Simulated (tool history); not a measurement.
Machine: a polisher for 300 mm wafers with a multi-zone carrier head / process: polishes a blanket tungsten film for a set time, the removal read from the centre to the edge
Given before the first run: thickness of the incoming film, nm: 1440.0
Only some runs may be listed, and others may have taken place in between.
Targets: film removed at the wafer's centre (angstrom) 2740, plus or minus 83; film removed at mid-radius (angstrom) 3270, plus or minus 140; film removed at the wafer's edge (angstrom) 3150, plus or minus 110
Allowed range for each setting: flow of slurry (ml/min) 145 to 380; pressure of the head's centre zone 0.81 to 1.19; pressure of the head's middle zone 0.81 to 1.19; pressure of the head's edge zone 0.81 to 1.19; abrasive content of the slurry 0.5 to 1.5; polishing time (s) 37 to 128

run    day  flow of slurry (ml/min)  pressure of the head's centre zone  pressure of the head's middle zone  pressure of the head's edge zone  abrasive content of the slurry  polishing time (s)  film removed at the wafer's centre (angstrom)  film removed at mid-radius (angstrom)  film removed at the wafer's edge (angstrom)
  1      0                      245                                   1                                   1                                 1                               1                  82                                           4936                                 4988.3                                       5123.4
  2  0.354                      240                                0.96                                   1                              0.97                            0.85                  76                                         4109.2                                 4233.4                                       4325.4
  3    0.4                      240                                0.96                                   1                              0.97                            0.85                  95                                           5193                                 5237.7                                       5460.3
  4  0.596                      230                                0.92                                1.01                              0.95                            0.75                  88                                         4357.8                                 4704.3                                       4743.4
  5    0.8                      230                                0.92                                1.01                              0.89                            0.75                  88                                         4386.3                                 4717.2                                         4566
  6  0.825                      230                                0.92                                1.01                              0.81                            0.75                  88                                         4339.9                                 4697.6                                         4422
  7  1.046                      220                                0.89                                   1                              0.82                             0.7                  83                                         3883.3                                 4252.3                                         4101
  8  1.104                      185                                0.81                                1.03                              0.82                             0.5                  64                                         2250.1                                 2836.4                                       2671.2
  9  1.217                      220                                0.82                                1.03                              0.84                             0.5                  64                                         2361.7                                 2931.5                                       2701.6
 10  1.458                      230                                0.83                                1.03                              0.88                            0.55                  64                                         2527.2                                   3009                                       2996.1
 11  1.788                      300                                0.86                                1.09                              0.87                            0.55                  64                                         2687.2                                 3260.3                                       2973.7
 12  1.933                      305                                0.86                                1.09                              0.89                            0.55                  64                                         2696.8                                 3247.1                                       2977.9

Of the 5 settings listed for the next run, only one would bring every result within its allowed miss of target. Which one?
  A  2.079                      290                                0.89                                 1.1                              0.82                            0.55                  63                                              ?                                      ?                                            ?
  B  2.079                      285                                0.87                                1.16                              0.87                             0.5                  65                                              ?                                      ?                                            ?
  C  2.079                      250                                0.87                                1.07                              0.97                             0.6                  63                                              ?                                      ?                                            ?
  D  2.079                      285                                0.83                                1.04                              0.87                             0.6                  61                                              ?                                      ?                                            ?
  E  2.079                      260                                0.87                                1.11                              0.88                            0.55                  62                                              ?                                      ?                                            ?

move  film removed at the wafer's centre (angstrom)  film removed at mid-radius (angstrom)  film removed at the wafer's edge (angstrom)
   A                                         2686.5                                 3282.7                                       2879.9
   B                                         2582.4                                 3378.8                                       2895.7
   C                                         2687.1                                 3286.3                                         3167
   D                                         2515.2                                 3146.2                                       2964.7
   E                                         2555.1                                 3222.6                                       2889.3
A: moves away from the targets compared with the last run
B: moves away from the targets compared with the last run
C: every result lands within tolerance
D: moves away from the targets compared with the last run
E: moves away from the targets compared with the last run
Answer: C
